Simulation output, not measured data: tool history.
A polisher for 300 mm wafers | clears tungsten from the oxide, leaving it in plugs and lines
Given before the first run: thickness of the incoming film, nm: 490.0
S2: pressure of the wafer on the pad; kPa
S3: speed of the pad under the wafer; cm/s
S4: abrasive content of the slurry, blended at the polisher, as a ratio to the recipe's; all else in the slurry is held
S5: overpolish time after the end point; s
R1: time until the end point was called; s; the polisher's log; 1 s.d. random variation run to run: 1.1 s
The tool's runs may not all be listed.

{"run": 1, "hour": 0.0, "flow of slurry (ml/min)": 195, "S2": 29.0, "S3": 86, "S4": 1.0, "S5": 14, "R1": 104.43}
{"run": 2, "hour": 2.1, "flow of slurry (ml/min)": 195, "S2": 29.6, "S3": 86, "S4": 1.0, "S5": 14, "R1": 101.37}
{"run": 3, "hour": 8.7, "flow of slurry (ml/min)": 195, "S2": 29.6, "S3": 78, "S4": 1.0, "S5": 14, "R1": 111.77}
{"run": 4, "hour": 15.7, "flow of slurry (ml/min)": 195, "S2": 29.6, "S3": 96, "S4": 1.0, "S5": 14, "R1": 92.591}
{"run": 5, "hour": 22.3, "flow of slurry (ml/min)": 195, "S2": 26.9, "S3": 96, "S4": 1.0, "S5": 14, "R1": 99.469}
{"run": 6, "hour": 24.1, "flow of slurry (ml/min)": 195, "S2": 27.6, "S3": 96, "S4": 1.0, "S5": 14, "R1": 98.935}

Run 7 has not been measured yet. What should we expect?
{"run": 7, "hour": 28.1, "flow of slurry (ml/min)": 195, "S2": 28.3, "S3": 96, "S4": 1.0, "S5": 14, "R1": "?"}

{"run 7": {"R1": 97.885}}

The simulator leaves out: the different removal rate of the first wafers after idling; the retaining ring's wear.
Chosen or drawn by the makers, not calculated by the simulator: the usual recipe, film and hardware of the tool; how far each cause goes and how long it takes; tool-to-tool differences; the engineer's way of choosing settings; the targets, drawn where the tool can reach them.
